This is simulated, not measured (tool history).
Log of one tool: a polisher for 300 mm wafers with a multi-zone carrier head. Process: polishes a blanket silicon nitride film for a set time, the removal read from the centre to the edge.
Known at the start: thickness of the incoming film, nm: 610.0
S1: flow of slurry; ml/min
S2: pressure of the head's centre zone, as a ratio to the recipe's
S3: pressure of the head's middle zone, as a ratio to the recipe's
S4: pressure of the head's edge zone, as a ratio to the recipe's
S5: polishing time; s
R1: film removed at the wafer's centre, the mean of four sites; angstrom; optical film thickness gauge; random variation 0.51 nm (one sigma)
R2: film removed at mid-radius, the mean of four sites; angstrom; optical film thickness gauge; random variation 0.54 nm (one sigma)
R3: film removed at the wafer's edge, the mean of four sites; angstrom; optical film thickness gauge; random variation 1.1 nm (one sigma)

run    day   S1    S2    S3    S4  S5      R1      R2      R3
  1      0  230     1     1     1  42  564.26  551.42  562.51
  2  0.033  235  1.01  1.01  1.03  44  611.06   576.6  600.94
  3  0.112  235  1.01  1.07  1.03  44  596.21  611.46  608.09
  4  0.167  245  1.02  1.09  1.06  45  629.05  635.98  614.27
  5  0.425  245  1.02  1.12  1.06  45  630.54  654.76  641.68
  6   0.65  240  1.03  1.12  1.08  46   642.3  661.33  624.42
  7  0.825  260  1.02  1.11  1.05  47  662.86  678.27  642.62
  8  1.021  240  1.03   1.1  1.07  48  678.69  679.52  669.45

Forecast run 9:
  9  1.292  230  1.03  1.1  1.08  49   ?   ?   ?

Run 9 gave R1 687.89 angstrom, R2 703.13 angstrom, R3 685.22 angstrom.

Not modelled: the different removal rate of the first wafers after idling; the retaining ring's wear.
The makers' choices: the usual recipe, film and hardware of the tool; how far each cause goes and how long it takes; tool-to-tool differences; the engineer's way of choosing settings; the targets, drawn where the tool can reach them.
